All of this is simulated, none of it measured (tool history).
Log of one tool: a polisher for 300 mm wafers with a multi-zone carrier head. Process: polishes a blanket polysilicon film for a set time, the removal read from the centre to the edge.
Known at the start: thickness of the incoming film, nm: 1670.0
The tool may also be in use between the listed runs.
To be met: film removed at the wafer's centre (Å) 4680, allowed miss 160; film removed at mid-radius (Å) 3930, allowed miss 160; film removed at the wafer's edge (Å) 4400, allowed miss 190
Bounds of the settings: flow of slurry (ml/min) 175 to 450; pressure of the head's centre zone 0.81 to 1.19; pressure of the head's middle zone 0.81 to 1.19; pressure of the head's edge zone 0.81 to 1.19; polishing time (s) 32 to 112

| run | hour | flow of slurry (ml/min) | pressure of the head's centre zone | pressure of the head's middle zone | pressure of the head's edge zone | polishing time (s) | film removed at the wafer's centre (Å) | film removed at mid-radius (Å) | film removed at the wafer's edge (Å) |
|---|---|---|---|---|---|---|---|---|---|
| 1 | 0 | 290 | 1 | 1 | 1 | 72 | 5563.6 | 5637.2 | 5661.2 |
| 2 | 2.4 | 335 | 1 | 1 | 1 | 72 | 5638.1 | 5638.5 | 5710.6 |
| 3 | 6.4 | 340 | 1.01 | 0.98 | 0.99 | 69 | 5462.4 | 5374.3 | 5435.5 |
| 4 | 13.6 | 340 | 1.02 | 0.96 | 0.99 | 67 | 5356 | 5204.6 | 5225.1 |
| 5 | 18.4 | 340 | 1.02 | 0.96 | 0.99 | 56 | 4496.7 | 4331.3 | 4357.8 |
| 6 | 25.1 | 340 | 1.03 | 0.94 | 1 | 56 | 4455.6 | 4324.4 | 4463.4 |
| 7 | 30.1 | 345 | 1.05 | 0.92 | 1 | 56 | 4532.1 | 4263.8 | 4348.4 |
| 8 | 38.7 | 345 | 1.07 | 0.9 | 1.02 | 56 | 4666.5 | 4122 | 4457.4 |

Which of these 5 next moves meets every target?
| A | 47.3 | 370 | 1.13 | 0.88 | 1.07 | 49 | ? | ? | ? |
| B | 47.3 | 345 | 1.11 | 0.9 | 1.12 | 54 | ? | ? | ? |
| C | 47.3 | 340 | 1.06 | 1.01 | 0.93 | 55 | ? | ? | ? |
| D | 47.3 | 330 | 1 | 0.88 | 1.03 | 55 | ? | ? | ? |
| E | 47.3 | 330 | 1.02 | 0.94 | 1.02 | 59 | ? | ? | ? |

| move | film removed at the wafer's centre (Å) | film removed at mid-radius (Å) | film removed at the wafer's edge (Å) |
|---|---|---|---|
| A | 4328.6 | 3583.9 | 3938.2 |
| B | 4658.6 | 4001.2 | 4392.4 |
| C | 4527.3 | 4477.5 | 4187.9 |
| D | 4254.2 | 3990.3 | 4332.5 |
| E | 4657.5 | 4516.5 | 4628.4 |
A: takes the result that was furthest off past its target
B: meets every target
C: further off than the last run
D: brings the result that was furthest off to its target, and leaves another outside
E: further off than the last run
Move B is the one to make.
